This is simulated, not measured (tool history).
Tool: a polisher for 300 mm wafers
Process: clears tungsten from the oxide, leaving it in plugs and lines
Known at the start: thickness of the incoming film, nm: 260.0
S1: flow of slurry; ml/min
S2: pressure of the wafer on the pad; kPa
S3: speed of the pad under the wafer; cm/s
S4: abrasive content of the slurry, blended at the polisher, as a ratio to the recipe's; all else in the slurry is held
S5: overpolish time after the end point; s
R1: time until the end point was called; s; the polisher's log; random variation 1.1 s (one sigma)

| run | hour | S1 | S2 | S3 | S4 | S5 | R1 |
|---|---|---|---|---|---|---|---|
| 1 | 0 | 280 | 22.8 | 126 | 1 | 4 | 61.377 |
| 2 | 5.7 | 320 | 22.8 | 126 | 1 | 4 | 60.794 |
| 3 | 14.4 | 385 | 22.8 | 126 | 1 | 4 | 59.325 |
| 4 | 16.8 | 385 | 20.7 | 124 | 1 | 4 | 65.408 |
| 5 | 23.2 | 385 | 18.6 | 122 | 1 | 4 | 74.719 |
| 6 | 28.9 | 385 | 17.2 | 122 | 1 | 4 | 79.663 |
| 7 | 31.5 | 385 | 15.9 | 122 | 1 | 4 | 86.428 |
| 8 | 38.6 | 380 | 15.2 | 122 | 1 | 4 | 91.533 |
| 9 | 43.6 | 370 | 14.5 | 122 | 1 | 4 | 96.031 |
| 10 | 47 | 355 | 13.8 | 122 | 1 | 4 | 101.38 |
| 11 | 50.1 | 345 | 13.8 | 122 | 1 | 4 | 101.31 |

Forecast run 12:
| 12 | 57.4 | 335 | 13.8 | 122 | 1 | 4 | ? |

{"run 12": {"R1": 99.82}}
